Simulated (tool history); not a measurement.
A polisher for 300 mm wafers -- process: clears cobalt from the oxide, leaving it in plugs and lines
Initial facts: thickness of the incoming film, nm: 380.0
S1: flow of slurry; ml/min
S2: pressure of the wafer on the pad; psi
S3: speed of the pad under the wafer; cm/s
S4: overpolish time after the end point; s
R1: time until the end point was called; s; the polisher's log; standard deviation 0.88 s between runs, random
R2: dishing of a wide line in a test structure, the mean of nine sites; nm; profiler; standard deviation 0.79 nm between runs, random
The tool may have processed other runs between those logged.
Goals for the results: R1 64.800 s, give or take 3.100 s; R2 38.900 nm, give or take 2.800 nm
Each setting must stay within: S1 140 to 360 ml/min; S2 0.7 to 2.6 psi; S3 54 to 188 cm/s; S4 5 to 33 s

{"run": 1, "day": 0.0, "S1": 230, "S2": 1.6, "S3": 120, "S4": 17, "R1": 93.387, "R2": 36.815}
{"run": 2, "day": 0.138, "S1": 230, "S2": 1.7, "S3": 120, "S4": 17, "R1": 87.867, "R2": 37.694}
{"run": 3, "day": 0.3, "S1": 230, "S2": 1.7, "S3": 120, "S4": 13, "R1": 85.269, "R2": 34.092}
{"run": 4, "day": 0.579, "S1": 275, "S2": 1.7, "S3": 120, "S4": 13, "R1": 82.658, "R2": 34.392}
{"run": 5, "day": 0.646, "S1": 310, "S2": 1.7, "S3": 120, "S4": 13, "R1": 84.332, "R2": 34.005}
{"run": 6, "day": 0.942, "S1": 310, "S2": 1.7, "S3": 120, "S4": 9, "R1": 85.159, "R2": 28.873}
{"run": 7, "day": 1.292, "S1": 310, "S2": 1.7, "S3": 120, "S4": 10, "R1": 82.336, "R2": 30.378}
{"run": 8, "day": 1.638, "S1": 310, "S2": 1.7, "S3": 120, "S4": 11, "R1": 83.615, "R2": 31.698}

Below are 5 possible settings for the next run. Only one of them brings all results inside the allowed miss of their targets. Which is it?
{"run": "A", "day": 1.983, "S1": 315, "S2": 2.0, "S3": 98, "S4": 20, "R1": "?", "R2": "?"}
{"run": "B", "day": 1.983, "S1": 285, "S2": 2.1, "S3": 132, "S4": 15, "R1": "?", "R2": "?"}
{"run": "C", "day": 1.983, "S1": 320, "S2": 1.7, "S3": 114, "S4": 14, "R1": "?", "R2": "?"}
{"run": "D", "day": 1.983, "S1": 260, "S2": 1.6, "S3": 164, "S4": 10, "R1": "?", "R2": "?"}
{"run": "E", "day": 1.983, "S1": 305, "S2": 2.0, "S3": 134, "S4": 9, "R1": "?", "R2": "?"}

move=A R1=87.043 R2=39.587
move=B R1=65.044 R2=39.491
move=C R1=86.964 R2=35.596
move=D R1=67.288 R2=34.429
move=E R1=66.383 R2=33.123
A: its largest miss is bigger than the last run's
B: meets every target
C: its largest miss is bigger than the last run's
D: brings the last run's worst result on target, with another outside its allowed miss
E: brings the last run's worst result on target, with another outside its allowed miss
Answer: B

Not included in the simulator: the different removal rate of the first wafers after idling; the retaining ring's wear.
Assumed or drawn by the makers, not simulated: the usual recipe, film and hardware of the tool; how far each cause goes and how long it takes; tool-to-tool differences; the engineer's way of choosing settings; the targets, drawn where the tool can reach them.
